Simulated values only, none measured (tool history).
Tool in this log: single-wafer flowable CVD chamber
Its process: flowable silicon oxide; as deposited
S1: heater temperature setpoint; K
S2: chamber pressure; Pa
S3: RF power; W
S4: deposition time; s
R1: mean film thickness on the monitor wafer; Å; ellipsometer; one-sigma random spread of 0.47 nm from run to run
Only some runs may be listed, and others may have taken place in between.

| run | hour | S1 | S2 | S3 | S4 | R1 |
|---|---|---|---|---|---|---|
| 1 | 0.0 | 383.15 | 145 | 2545 | 400 | 2525.0 |
| 2 | 5.3 | 383.15 | 145 | 2545 | 400 | 2524.5 |
| 3 | 10.5 | 383.15 | 145 | 2365 | 400 | 2490.1 |
| 4 | 15.1 | 389.15 | 145 | 2365 | 400 | 2097.3 |
| 5 | 21.8 | 390.15 | 145 | 2365 | 400 | 2047.4 |
| 6 | 30.4 | 390.15 | 145 | 2365 | 413 | 2119.0 |
| 7 | 39.5 | 391.15 | 145 | 2365 | 413 | 2053.0 |
| 8 | 40.7 | 392.15 | 145 | 2365 | 413 | 1994.0 |
| 9 | 43.9 | 393.15 | 145 | 2365 | 413 | 1943.5 |
| 10 | 48.1 | 394.15 | 145 | 2365 | 413 | 1890.8 |
| 11 | 51.6 | 395.15 | 145 | 2365 | 413 | 1838.8 |

Run 12, settings as shown, results not yet in. Your forecast:
| 12 | 54.6 | 396.15 | 145 | 2365 | 413 | ? |

Run 12 came out at R1 1800.0 Å.
